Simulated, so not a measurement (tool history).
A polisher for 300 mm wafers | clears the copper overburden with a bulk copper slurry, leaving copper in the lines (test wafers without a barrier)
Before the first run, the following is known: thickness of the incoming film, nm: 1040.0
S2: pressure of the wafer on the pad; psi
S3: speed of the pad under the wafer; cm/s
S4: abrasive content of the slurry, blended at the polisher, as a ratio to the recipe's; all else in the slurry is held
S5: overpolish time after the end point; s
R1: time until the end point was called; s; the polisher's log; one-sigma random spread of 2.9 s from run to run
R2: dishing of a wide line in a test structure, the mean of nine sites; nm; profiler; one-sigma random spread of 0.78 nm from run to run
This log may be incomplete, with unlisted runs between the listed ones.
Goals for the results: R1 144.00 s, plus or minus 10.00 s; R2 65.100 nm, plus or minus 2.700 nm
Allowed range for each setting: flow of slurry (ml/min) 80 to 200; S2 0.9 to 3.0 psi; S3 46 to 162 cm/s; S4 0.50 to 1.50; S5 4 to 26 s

Run 1, day 0.000: flow of slurry (ml/min) 130, S2 1.9 psi, S3 104 cm/s, S4 1.00, S5 13 s. Result: R1 184.77 s, R2 44.686 nm.
Run 2, day 0.250: flow of slurry (ml/min) 130, S2 2.0 psi, S3 104 cm/s, S4 1.00, S5 13 s. Result: R1 181.85 s, R2 45.472 nm.
Run 3, day 0.429: flow of slurry (ml/min) 130, S2 2.1 psi, S3 104 cm/s, S4 1.00, S5 13 s. Result: R1 169.29 s, R2 47.134 nm.
Run 4, day 0.512: flow of slurry (ml/min) 145, S2 2.1 psi, S3 104 cm/s, S4 1.00, S5 13 s. Result: R1 174.06 s, R2 48.305 nm.
Run 5, day 0.683: flow of slurry (ml/min) 150, S2 2.2 psi, S3 104 cm/s, S4 1.00, S5 13 s. Result: R1 167.40 s, R2 49.786 nm.
Run 6, day 0.883: flow of slurry (ml/min) 150, S2 2.3 psi, S3 104 cm/s, S4 1.00, S5 13 s. Result: R1 157.60 s, R2 51.123 nm.
Run 7, day 0.946: flow of slurry (ml/min) 155, S2 2.4 psi, S3 104 cm/s, S4 1.00, S5 15 s. Result: R1 153.21 s, R2 59.092 nm.
Run 8, day 1.104: flow of slurry (ml/min) 155, S2 2.5 psi, S3 104 cm/s, S4 1.00, S5 16 s. Result: R1 144.18 s, R2 61.748 nm.

Of the 4 settings listed for the next run, only one would bring every result within its allowed miss of target. Which one?
Run A, day 1.262: flow of slurry (ml/min) 135, S2 2.5 psi, S3 110 cm/s, S4 1.00, S5 14 s. Result: R1 ?, R2 ?.
Run B, day 1.262: flow of slurry (ml/min) 170, S2 2.2 psi, S3 120 cm/s, S4 1.00, S5 17 s. Result: R1 ?, R2 ?.
Run C, day 1.262: flow of slurry (ml/min) 135, S2 2.6 psi, S3 112 cm/s, S4 1.00, S5 13 s. Result: R1 ?, R2 ?.
Run D, day 1.262: flow of slurry (ml/min) 190, S2 2.1 psi, S3 106 cm/s, S4 1.35, S5 16 s. Result: R1 ?, R2 ?.

move      R1      R2
   A  144.68  59.137
   B  144.17  65.213
   C  137.34  58.608
   D  157.67  59.429
A: moves away from the targets compared with the last run
B: meets every target
C: moves away from the targets compared with the last run
D: moves away from the targets compared with the last run
So the answer is move B, the one that meets all the targets.

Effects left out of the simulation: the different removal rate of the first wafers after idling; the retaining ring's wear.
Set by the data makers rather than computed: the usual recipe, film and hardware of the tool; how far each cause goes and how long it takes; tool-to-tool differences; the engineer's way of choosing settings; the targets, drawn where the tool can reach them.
